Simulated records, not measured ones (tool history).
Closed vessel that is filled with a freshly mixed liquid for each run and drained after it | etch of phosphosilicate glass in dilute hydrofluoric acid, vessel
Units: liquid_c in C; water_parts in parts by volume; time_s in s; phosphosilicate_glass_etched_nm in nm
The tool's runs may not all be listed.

run,hour,liquid_c,water_parts,time_s,phosphosilicate_glass_etched_nm
1,0,23,270,105,36.654
2,7.8,22.5,270,105,36.151
3,15.5,22.5,270,105,36.476
4,18.6,22.5,270,105,35.933
5,24.4,22.5,335,105,27.744
6,30.2,22.5,420,105,20.207
7,37.8,22.5,420,105,20.483
8,43.2,23.5,420,105,21.174
# hour 48.6: thermometer replaced
9,48.6,24.5,420,105,22.834
10,55.8,25,420,105,23.616

Forecast run 11:
11,58.5,29,415,105,?

{"run 11": {"phosphosilicate_glass_etched_nm": 26.797}}
